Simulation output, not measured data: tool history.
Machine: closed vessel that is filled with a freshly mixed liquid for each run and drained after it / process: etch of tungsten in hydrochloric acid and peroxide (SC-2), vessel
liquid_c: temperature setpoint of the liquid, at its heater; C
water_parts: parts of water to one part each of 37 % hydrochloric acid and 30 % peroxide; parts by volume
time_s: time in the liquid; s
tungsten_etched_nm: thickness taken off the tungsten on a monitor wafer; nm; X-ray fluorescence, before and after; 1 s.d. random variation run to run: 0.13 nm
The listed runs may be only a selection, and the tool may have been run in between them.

run,hour,liquid_c,water_parts,time_s,tungsten_etched_nm
1,0,56,9,60,21.883
2,1.7,56,9,60,21.761
3,6.8,50,9,60,14.763
4,14.1,50,7.5,60,17.082
5,17.6,50,9,60,14.839
6,22,47.5,9,60,12.518
7,30.3,52,9,60,16.887

Expected results for the next run?
8,39.2,55.5,9,60,?

tungsten_etched_nm: 21.011 nm
